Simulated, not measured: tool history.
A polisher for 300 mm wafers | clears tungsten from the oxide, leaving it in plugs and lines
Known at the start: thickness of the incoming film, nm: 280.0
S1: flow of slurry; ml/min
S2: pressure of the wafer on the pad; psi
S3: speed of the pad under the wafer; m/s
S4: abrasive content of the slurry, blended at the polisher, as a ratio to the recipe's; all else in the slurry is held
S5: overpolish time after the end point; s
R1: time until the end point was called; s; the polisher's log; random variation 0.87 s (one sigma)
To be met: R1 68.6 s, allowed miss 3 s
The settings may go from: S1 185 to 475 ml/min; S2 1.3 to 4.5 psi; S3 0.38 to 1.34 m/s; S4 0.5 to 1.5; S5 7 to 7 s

run  hour   S1   S2    S3  S4  S5      R1
  1     0  305  2.9  0.86   1   7  81.659
  2   5.5  305    3  0.86   1   7  79.118
  3  10.1  305  2.3  0.86   1   7  95.504
  4  15.9  305  2.6  0.86   1   7  89.467
  5  17.6  305  2.2  0.86   1   7  102.02
  6    25  380  2.2  0.86   1   7  100.05
  7  27.3  380  2.5  0.86   1   7  89.275
  8  30.6  380  2.7  0.86   1   7  83.762

Which of these 4 next moves meets every target?
  A  33.9  355  2.7  0.74     1   7   ?
  B  33.9  335  3.6  1.02  0.95   7   ?
  C  33.9  355    3     1  1.15   7   ?
  D  33.9  355  3.3  1.12  0.95   7   ?

move      R1
   A  92.671
   B  60.143
   C  68.405
   D  60.918
A: further off than the last run
B: takes the result that was furthest off past its target
C: meets every target
D: takes the result that was furthest off past its target
Move C is the one to make.

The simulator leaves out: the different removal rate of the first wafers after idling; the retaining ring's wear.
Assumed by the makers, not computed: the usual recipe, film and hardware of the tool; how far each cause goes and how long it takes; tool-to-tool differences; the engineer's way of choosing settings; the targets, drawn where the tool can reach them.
